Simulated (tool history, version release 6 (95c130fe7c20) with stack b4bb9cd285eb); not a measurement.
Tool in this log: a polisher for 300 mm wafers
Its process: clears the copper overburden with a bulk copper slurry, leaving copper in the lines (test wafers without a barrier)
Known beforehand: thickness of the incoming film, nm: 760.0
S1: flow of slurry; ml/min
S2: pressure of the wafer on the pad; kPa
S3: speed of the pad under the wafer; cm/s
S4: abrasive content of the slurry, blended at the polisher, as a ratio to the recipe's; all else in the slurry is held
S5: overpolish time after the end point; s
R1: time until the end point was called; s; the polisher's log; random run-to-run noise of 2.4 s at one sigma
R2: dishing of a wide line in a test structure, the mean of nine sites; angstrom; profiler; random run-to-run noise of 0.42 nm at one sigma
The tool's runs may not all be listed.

run 1 day=0 | S1=260 S2=12.4 S3=114 S4=1 S5=25 | R1=108.74 R2=586.14
run 2 day=0.121 | S1=260 S2=11 S3=120 S4=1 S5=21 | R1=110.35 R2=552.63
run 3 day=0.417 | S1=260 S2=8.3 S3=120 S4=1 S5=21 | R1=136.04 R2=464.02
run 4 day=0.562 | S1=275 S2=7.6 S3=118 S4=1.1 S5=18 | R1=139.63 R2=424.78
run 5 day=0.821 | S1=275 S2=5.5 S3=118 S4=1.1 S5=18 | R1=170.03 R2=362.85
run 6 day=0.979 | S1=275 S2=5.5 S3=92 S4=1.1 S5=18 | R1=215.37 R2=305.54
run 7 day=1.288 | S1=305 S2=6.2 S3=94 S4=1.2 S5=16 | R1=194.97 R2=309.82
-- day=1.596 slurry blender recalibrated
run 8 day=1.596 | S1=320 S2=6.9 S3=94 S4=1.25 S5=14 | R1=162.99 R2=330.24

What does the tool deliver on the next run?
run 9 day=1.808 | S1=350 S2=6.9 S3=104 S4=1.2 S5=8 | R1=? R2=?

Run 9 measured R1 147.99 s, R2 237.11 angstrom.
